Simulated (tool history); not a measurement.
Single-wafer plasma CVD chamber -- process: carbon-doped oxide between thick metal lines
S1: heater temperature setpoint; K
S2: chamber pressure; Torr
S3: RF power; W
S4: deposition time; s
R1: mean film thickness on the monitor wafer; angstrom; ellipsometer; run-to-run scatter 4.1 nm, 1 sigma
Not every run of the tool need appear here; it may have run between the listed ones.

run	hour	S1	S2	S3	S4	R1
1	0	603.15	6.28	445	309	14877
2	7.9	603.15	6.28	490	309	15922
3	10.1	603.15	7.32	490	309	15962
4	17.7	603.15	7.32	520	309	16727
5	26.7	603.15	8.41	520	309	16792
6	32.3	609.15	8.32	475	309	15510
7	33.1	613.15	8.21	440	309	14495
8	39.8	616.15	8.13	420	309	13941
9	43.2	618.15	8.06	405	309	13456

Run 10 comes next. What will it give?
10	48.5	620.15	7.99	400	309	?

Run 10 came out at R1 13239 angstrom.
